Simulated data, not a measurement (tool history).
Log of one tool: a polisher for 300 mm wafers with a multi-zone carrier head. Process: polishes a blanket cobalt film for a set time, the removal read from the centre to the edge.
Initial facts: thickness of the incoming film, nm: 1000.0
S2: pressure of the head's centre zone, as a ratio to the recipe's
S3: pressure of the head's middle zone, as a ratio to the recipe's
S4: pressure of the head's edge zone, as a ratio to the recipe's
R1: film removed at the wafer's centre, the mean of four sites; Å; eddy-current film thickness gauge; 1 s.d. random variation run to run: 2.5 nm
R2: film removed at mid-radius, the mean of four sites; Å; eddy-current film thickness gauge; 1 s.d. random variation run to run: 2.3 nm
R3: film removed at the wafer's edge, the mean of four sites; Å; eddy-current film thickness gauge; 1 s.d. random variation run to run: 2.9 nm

Run 1, hour 0: flow of slurry (ml/min) 200, S2 1, S3 1, S4 1, polishing time (s) 35. Result: R1 1821 Å, R2 1803.8 Å, R3 1816.7 Å.
Run 2, hour 6.4: flow of slurry (ml/min) 200, S2 0.92, S3 1, S4 1, polishing time (s) 35. Result: R1 1711.4 Å, R2 1827.1 Å, R3 1775.8 Å.
Run 3, hour 11.9: flow of slurry (ml/min) 200, S2 0.88, S3 1, S4 1, polishing time (s) 35. Result: R1 1634 Å, R2 1842 Å, R3 1777.7 Å.
Run 4, hour 20: flow of slurry (ml/min) 210, S2 0.95, S3 1.03, S4 1.03, polishing time (s) 36. Result: R1 1814.8 Å, R2 1955.5 Å, R3 1850.6 Å.
Run 5, hour 23.9: flow of slurry (ml/min) 210, S2 0.99, S3 1.03, S4 1.04, polishing time (s) 38. Result: R1 1996.8 Å, R2 2008.6 Å, R3 1984 Å.
Run 6, hour 32.6: flow of slurry (ml/min) 210, S2 0.99, S3 1.03, S4 0.97, polishing time (s) 38. Result: R1 1966 Å, R2 2061.1 Å, R3 1880.8 Å.
Run 7, hour 37.2: flow of slurry (ml/min) 220, S2 1.02, S3 1.04, S4 1.01, polishing time (s) 39. Result: R1 2130.6 Å, R2 2145.2 Å, R3 1980.4 Å.

Expected results for the next run?
Run 8, hour 38.5: flow of slurry (ml/min) 225, S2 1.03, S3 1.04, S4 1.04, polishing time (s) 40. Result: R1 ?, R2 ?, R3 ?.

For run 8 the tool returned R1 2226 Å, R2 2167.8 Å, R3 2101.5 Å.
